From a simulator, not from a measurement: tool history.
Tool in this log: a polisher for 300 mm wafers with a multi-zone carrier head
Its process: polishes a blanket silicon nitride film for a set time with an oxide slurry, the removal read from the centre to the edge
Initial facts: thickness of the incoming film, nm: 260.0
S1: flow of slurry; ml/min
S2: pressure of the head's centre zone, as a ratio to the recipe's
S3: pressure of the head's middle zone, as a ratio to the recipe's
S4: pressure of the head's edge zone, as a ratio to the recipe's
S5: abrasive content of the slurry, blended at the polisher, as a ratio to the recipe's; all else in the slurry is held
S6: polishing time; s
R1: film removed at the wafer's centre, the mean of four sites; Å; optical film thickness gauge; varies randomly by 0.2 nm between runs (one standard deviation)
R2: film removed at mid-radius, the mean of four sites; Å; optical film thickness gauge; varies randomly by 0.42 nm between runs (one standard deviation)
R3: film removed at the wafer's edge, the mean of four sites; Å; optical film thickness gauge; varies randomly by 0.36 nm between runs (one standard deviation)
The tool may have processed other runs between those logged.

Run 1, day 0.000: S1 295 ml/min, S2 1.00, S3 1.00, S4 1.00, S5 1.00, S6 65 s. Result: R1 462.51 Å, R2 483.10 Å, R3 459.36 Å.
Run 2, day 0.046: S1 295 ml/min, S2 1.00, S3 0.94, S4 1.00, S5 1.00, S6 65 s. Result: R1 464.57 Å, R2 457.90 Å, R3 451.67 Å.
Run 3, day 0.417: S1 290 ml/min, S2 0.95, S3 0.97, S4 0.95, S5 0.85, S6 60 s. Result: R1 370.16 Å, R2 390.26 Å, R3 376.63 Å.
Run 4, day 0.467: S1 290 ml/min, S2 0.95, S3 0.97, S4 0.95, S5 0.85, S6 44 s. Result: R1 272.38 Å, R2 291.31 Å, R3 278.41 Å.
Run 5, day 0.779: S1 290 ml/min, S2 0.95, S3 0.97, S4 0.95, S5 1.05, S6 44 s. Result: R1 307.03 Å, R2 324.58 Å, R3 307.64 Å.
Run 6, day 0.904: S1 285 ml/min, S2 0.91, S3 1.00, S4 0.92, S5 1.00, S6 44 s. Result: R1 288.69 Å, R2 329.87 Å, R3 294.19 Å.
Run 7, day 1.167: S1 280 ml/min, S2 0.88, S3 1.01, S4 0.91, S5 0.95, S6 44 s. Result: R1 267.96 Å, R2 319.41 Å, R3 287.68 Å.

Predict the results of run 8:
Run 8, day 1.388: S1 275 ml/min, S2 0.86, S3 1.02, S4 0.88, S5 0.90, S6 44 s. Result: R1 ?, R2 ?, R3 ?.

{"run 8": {"R1": 254.57, "R2": 312.36, "R3": 274.87}}
